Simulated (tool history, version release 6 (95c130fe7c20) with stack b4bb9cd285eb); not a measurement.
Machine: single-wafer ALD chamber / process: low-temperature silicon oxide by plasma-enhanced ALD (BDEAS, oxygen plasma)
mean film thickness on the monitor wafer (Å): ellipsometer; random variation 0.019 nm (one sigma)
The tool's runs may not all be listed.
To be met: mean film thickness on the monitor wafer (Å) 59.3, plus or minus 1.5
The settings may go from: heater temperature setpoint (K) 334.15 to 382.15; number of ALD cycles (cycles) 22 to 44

run	hour	heater temperature setpoint (K)	number of ALD cycles (cycles)	mean film thickness on the monitor wafer (Å)
1	0	358.15	33	49.561
2	6.8	356.15	34	51.216
3	9.8	356.15	38	57.317
4	16.1	355.15	38	57.325
5	18.2	355.15	42	63.463
6	21.6	349.15	42	64.895
7	29.5	351.15	42	64.793
8	33.7	353.15	42	63.978
9	41.2	355.15	42	63.672

Below are 5 possible settings for the next run. Only one of them brings all results inside the allowed miss of their targets. Which is it?
A	48.7	334.15	42	?
B	48.7	346.15	44	?
C	48.7	349.15	43	?
D	48.7	354.15	39	?
E	48.7	358.15	38	?

move	mean film thickness on the monitor wafer (Å)
A	68.533
B	68.989
C	66.735
D	59.49
E	57.156
A: the biggest miss grows against the last run
B: the biggest miss grows against the last run
C: the biggest miss grows against the last run
D: each result inside its tolerance
E: carries the result that was furthest off beyond its target, to the other side
Correct choice: D, which meets every target
